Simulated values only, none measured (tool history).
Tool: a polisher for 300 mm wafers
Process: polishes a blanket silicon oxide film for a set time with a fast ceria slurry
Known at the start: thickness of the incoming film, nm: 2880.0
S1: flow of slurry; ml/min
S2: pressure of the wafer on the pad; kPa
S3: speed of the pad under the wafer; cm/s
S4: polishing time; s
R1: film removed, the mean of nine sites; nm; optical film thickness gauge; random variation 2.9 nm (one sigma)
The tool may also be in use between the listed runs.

run 1 day=0.000 | S1=210 S2=20.0 S3=90 S4=17 | R1=281.84
run 2 day=0.154 | S1=210 S2=18.6 S3=90 S4=17 | R1=266.00
run 3 day=0.288 | S1=170 S2=18.6 S3=90 S4=17 | R1=247.32
run 4 day=0.442 | S1=170 S2=22.1 S3=90 S4=17 | R1=294.71
run 5 day=0.521 | S1=165 S2=20.7 S3=90 S4=17 | R1=274.94
run 6 day=0.800 | S1=165 S2=19.3 S3=90 S4=17 | R1=256.22
run 7 day=1.117 | S1=160 S2=18.6 S3=90 S4=17 | R1=248.76

Run 8 comes next. What will it give?
run 8 day=1.396 | S1=160 S2=13.1 S3=88 S4=17 | R1=?

{"run 8": {"R1": 171.2}}
